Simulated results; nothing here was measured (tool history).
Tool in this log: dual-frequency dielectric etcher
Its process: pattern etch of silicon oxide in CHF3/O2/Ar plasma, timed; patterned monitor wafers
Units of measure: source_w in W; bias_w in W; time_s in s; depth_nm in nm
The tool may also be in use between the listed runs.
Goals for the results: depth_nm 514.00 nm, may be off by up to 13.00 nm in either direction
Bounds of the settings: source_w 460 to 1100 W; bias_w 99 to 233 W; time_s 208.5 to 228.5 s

run 1 hour=0.0 | source_w=780 bias_w=166 time_s=228.5 | depth_nm=467.03
run 2 hour=3.0 | source_w=780 bias_w=140 time_s=228.5 | depth_nm=431.63
run 3 hour=10.4 | source_w=670 bias_w=140 time_s=228.5 | depth_nm=401.10
run 4 hour=14.8 | source_w=730 bias_w=142 time_s=228.5 | depth_nm=425.73
run 5 hour=15.5 | source_w=780 bias_w=144 time_s=228.5 | depth_nm=430.63
run 6 hour=23.8 | source_w=840 bias_w=144 time_s=228.5 | depth_nm=452.80
run 7 hour=26.3 | source_w=870 bias_w=145 time_s=228.5 | depth_nm=467.14
run 8 hour=34.0 | source_w=890 bias_w=146 time_s=228.5 | depth_nm=466.26
run 9 hour=41.0 | source_w=920 bias_w=147 time_s=228.5 | depth_nm=471.18
run 10 hour=46.5 | source_w=1080 bias_w=164 time_s=228.5 | depth_nm=530.99

Consider the 5 candidate settings below. Which is the only one whose results all fall within their allowed miss of target?
run A hour=52.0 | source_w=1100 bias_w=167 time_s=228.5 | depth_nm=?
run B hour=52.0 | source_w=1090 bias_w=163 time_s=220.5 | depth_nm=?
run C hour=52.0 | source_w=1030 bias_w=212 time_s=224.0 | depth_nm=?
run D hour=52.0 | source_w=1090 bias_w=192 time_s=221.5 | depth_nm=?
run E hour=52.0 | source_w=1000 bias_w=181 time_s=208.5 | depth_nm=?

move=A depth_nm=532.54
move=B depth_nm=507.41
move=C depth_nm=553.35
move=D depth_nm=540.75
move=E depth_nm=479.74
A: the biggest miss grows against the last run
B: hits every target within its allowed miss
C: the biggest miss grows against the last run
D: the biggest miss grows against the last run
E: moves the result that the last run missed by most past its target, out the other side
B meets every target.
